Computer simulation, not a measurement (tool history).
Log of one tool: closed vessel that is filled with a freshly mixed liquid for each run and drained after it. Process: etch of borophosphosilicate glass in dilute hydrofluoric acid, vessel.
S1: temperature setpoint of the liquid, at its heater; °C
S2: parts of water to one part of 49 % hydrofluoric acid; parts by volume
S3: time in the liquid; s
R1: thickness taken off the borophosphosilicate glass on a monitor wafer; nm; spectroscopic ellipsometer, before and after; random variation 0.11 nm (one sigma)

{"run": 1, "hour": 0.0, "S1": 21, "S2": 100, "S3": 55, "R1": 31.103}
{"run": 2, "hour": 7.6, "S1": 20, "S2": 110, "S3": 55, "R1": 26.444}
{"run": 3, "hour": 8.1, "S1": 20, "S2": 110, "S3": 40, "R1": 19.5}
{"run": 4, "hour": 16.4, "S1": 20, "S2": 110, "S3": 55, "R1": 26.617}
{"run": 5, "hour": 22.8, "S1": 20, "S2": 80, "S3": 55, "R1": 37.919}
{"run": 6, "hour": 27.6, "S1": 22.5, "S2": 80, "S3": 55, "R1": 41.726}
{"run": 7, "hour": 34.5, "S1": 21.5, "S2": 95, "S3": 55, "R1": 33.073}
{"hour": 42.6, "done": "thermometer replaced"}
{"run": 8, "hour": 42.6, "S1": 20.5, "S2": 105, "S3": 55, "R1": 25.897}
{"run": 9, "hour": 50.1, "S1": 20, "S2": 110, "S3": 55, "R1": 24.267}
{"run": 10, "hour": 55.1, "S1": 19.5, "S2": 115, "S3": 55, "R1": 22.707}

Forecast run 11:
{"run": 11, "hour": 64.1, "S1": 19, "S2": 120, "S3": 55, "R1": "?"}

{"run 11": {"R1": 21.412}}
